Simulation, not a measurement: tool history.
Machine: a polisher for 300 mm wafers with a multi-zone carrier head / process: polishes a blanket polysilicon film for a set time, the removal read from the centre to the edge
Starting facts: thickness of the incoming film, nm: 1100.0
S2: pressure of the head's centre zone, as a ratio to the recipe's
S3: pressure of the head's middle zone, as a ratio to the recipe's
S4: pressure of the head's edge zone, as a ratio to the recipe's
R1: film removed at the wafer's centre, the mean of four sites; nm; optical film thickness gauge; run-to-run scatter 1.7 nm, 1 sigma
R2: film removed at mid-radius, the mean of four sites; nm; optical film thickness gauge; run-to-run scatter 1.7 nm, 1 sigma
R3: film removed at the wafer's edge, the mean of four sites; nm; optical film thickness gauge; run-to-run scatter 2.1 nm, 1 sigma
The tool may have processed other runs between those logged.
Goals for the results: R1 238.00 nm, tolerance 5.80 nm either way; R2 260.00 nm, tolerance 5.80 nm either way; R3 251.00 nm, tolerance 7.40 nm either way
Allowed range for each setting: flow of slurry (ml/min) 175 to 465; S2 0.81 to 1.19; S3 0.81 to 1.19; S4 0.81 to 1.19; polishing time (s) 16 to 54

Run 1, hour 0.0: flow of slurry (ml/min) 295, S2 1.00, S3 1.00, S4 1.00, polishing time (s) 35. Result: R1 459.67 nm, R2 459.00 nm, R3 457.17 nm.
Run 2, hour 6.1: flow of slurry (ml/min) 295, S2 1.00, S3 1.00, S4 0.93, polishing time (s) 35. Result: R1 462.55 nm, R2 460.65 nm, R3 441.04 nm.
Run 3, hour 13.8: flow of slurry (ml/min) 295, S2 1.00, S3 1.00, S4 0.93, polishing time (s) 31. Result: R1 402.16 nm, R2 402.83 nm, R3 385.54 nm.
Run 4, hour 15.1: flow of slurry (ml/min) 290, S2 0.97, S3 0.98, S4 0.91, polishing time (s) 29. Result: R1 363.10 nm, R2 368.14 nm, R3 359.35 nm.
Run 5, hour 23.9: flow of slurry (ml/min) 290, S2 0.95, S3 0.98, S4 0.89, polishing time (s) 27. Result: R1 340.66 nm, R2 345.33 nm, R3 330.16 nm.
Run 6, hour 28.5: flow of slurry (ml/min) 290, S2 0.95, S3 0.91, S4 0.89, polishing time (s) 27. Result: R1 336.45 nm, R2 333.40 nm, R3 328.29 nm.
Run 7, hour 33.2: flow of slurry (ml/min) 245, S2 0.85, S3 0.87, S4 0.81, polishing time (s) 18. Result: R1 198.57 nm, R2 212.77 nm, R3 210.90 nm.
Run 8, hour 38.9: flow of slurry (ml/min) 280, S2 0.86, S3 0.89, S4 0.83, polishing time (s) 18. Result: R1 204.56 nm, R2 218.39 nm, R3 214.66 nm.
Run 9, hour 44.6: flow of slurry (ml/min) 365, S2 0.93, S3 0.99, S4 0.93, polishing time (s) 20. Result: R1 249.86 nm, R2 260.88 nm, R3 258.37 nm.

4 candidate next runs follow, results not yet known. Just one meets every target within its allowed miss. Identify it.
Run A, hour 50.3: flow of slurry (ml/min) 440, S2 0.87, S3 0.95, S4 0.88, polishing time (s) 20. Result: R1 ?, R2 ?, R3 ?.
Run B, hour 50.3: flow of slurry (ml/min) 330, S2 0.94, S3 0.97, S4 0.89, polishing time (s) 20. Result: R1 ?, R2 ?, R3 ?.
Run C, hour 50.3: flow of slurry (ml/min) 385, S2 0.88, S3 0.96, S4 0.99, polishing time (s) 20. Result: R1 ?, R2 ?, R3 ?.
Run D, hour 50.3: flow of slurry (ml/min) 330, S2 0.94, S3 0.90, S4 1.00, polishing time (s) 20. Result: R1 ?, R2 ?, R3 ?.

move      R1      R2      R3
   A  238.62  261.38  254.90
   B  250.12  259.18  252.18
   C  238.73  260.61  267.44
   D  250.03  248.05  266.54
A: each result inside its tolerance
B: roughly where the last run was
C: puts the biggest miss on target and leaves a different result outside tolerance
D: roughly where the last run was
The move that meets every target is A.
